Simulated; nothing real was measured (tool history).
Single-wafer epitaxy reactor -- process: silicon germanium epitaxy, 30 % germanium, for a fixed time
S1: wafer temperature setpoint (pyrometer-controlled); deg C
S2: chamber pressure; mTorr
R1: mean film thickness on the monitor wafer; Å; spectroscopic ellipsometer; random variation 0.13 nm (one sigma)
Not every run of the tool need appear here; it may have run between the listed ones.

run	hour	S1	S2	R1
1	0.0	575	27500	386.48
2	1.9	570	27400	352.08
3	2.4	566	27300	329.83
4	8.8	566	29900	344.40
5	13.2	574	29900	394.65
6	22.1	568	29800	357.65
7	22.9	564	29700	333.25

Predict the results of run 8:
8	24.8	561	29600	?

R1: 314.43 Å
